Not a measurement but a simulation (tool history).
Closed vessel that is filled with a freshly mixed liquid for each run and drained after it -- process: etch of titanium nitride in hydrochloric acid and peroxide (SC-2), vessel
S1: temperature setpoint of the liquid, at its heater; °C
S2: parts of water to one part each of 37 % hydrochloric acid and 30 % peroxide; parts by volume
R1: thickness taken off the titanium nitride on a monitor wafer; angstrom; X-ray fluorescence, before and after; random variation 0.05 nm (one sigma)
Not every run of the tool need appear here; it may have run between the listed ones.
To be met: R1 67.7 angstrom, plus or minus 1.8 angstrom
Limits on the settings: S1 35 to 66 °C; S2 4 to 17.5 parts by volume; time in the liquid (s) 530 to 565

Run 1, hour 0: S1 50 °C, S2 9.5 parts by volume, time in the liquid (s) 530. Result: R1 84.51 angstrom.
Run 2, hour 7.8: S1 49.5 °C, S2 9.5 parts by volume, time in the liquid (s) 530. Result: R1 81.951 angstrom.
Run 3, hour 15.9: S1 49 °C, S2 9.5 parts by volume, time in the liquid (s) 530. Result: R1 79.482 angstrom.
Run 4, hour 17.4: S1 48.5 °C, S2 9.5 parts by volume, time in the liquid (s) 530. Result: R1 76.58 angstrom.
Run 5, hour 18.8: S1 54.5 °C, S2 9.5 parts by volume, time in the liquid (s) 530. Result: R1 116.16 angstrom.
Run 6, hour 21: S1 54.5 °C, S2 12 parts by volume, time in the liquid (s) 530. Result: R1 94.954 angstrom.
Run 7, hour 23.4: S1 54 °C, S2 12 parts by volume, time in the liquid (s) 530. Result: R1 91.148 angstrom.
Run 8, hour 32.6: S1 53.5 °C, S2 12 parts by volume, time in the liquid (s) 530. Result: R1 88.902 angstrom.
Run 9, hour 33.9: S1 53 °C, S2 12 parts by volume, time in the liquid (s) 530. Result: R1 86.681 angstrom.
Run 10, hour 36.1: S1 52.5 °C, S2 12 parts by volume, time in the liquid (s) 530. Result: R1 82.527 angstrom.
Run 11, hour 41.1: S1 52 °C, S2 12 parts by volume, time in the liquid (s) 530. Result: R1 79.624 angstrom.
Run 12, hour 42: S1 51.5 °C, S2 12 parts by volume, time in the liquid (s) 530. Result: R1 77.95 angstrom.
Run 13, hour 48.8: S1 51 °C, S2 12 parts by volume, time in the liquid (s) 530. Result: R1 74.824 angstrom.
Run 14, hour 51.8: S1 50 °C, S2 12 parts by volume, time in the liquid (s) 530. Result: R1 69.928 angstrom.

Of the 4 settings listed for the next run, only one would bring every result within its allowed miss of target. Which one?
Run A, hour 54.8: S1 46 °C, S2 10.5 parts by volume, time in the liquid (s) 560. Result: R1 ?.
Run B, hour 54.8: S1 50.5 °C, S2 13 parts by volume, time in the liquid (s) 530. Result: R1 ?.
Run C, hour 54.8: S1 47 °C, S2 10 parts by volume, time in the liquid (s) 565. Result: R1 ?.
Run D, hour 54.8: S1 47.5 °C, S2 11.5 parts by volume, time in the liquid (s) 535. Result: R1 ?.

move      R1
   A  63.856
   B   68.21
   C  71.844
   D  62.556
A: moves the result that the last run missed by most past its target, out the other side
B: all results land within tolerance of their targets
C: further off than the last run
D: moves the result that the last run missed by most past its target, out the other side
The move that meets every target is B.
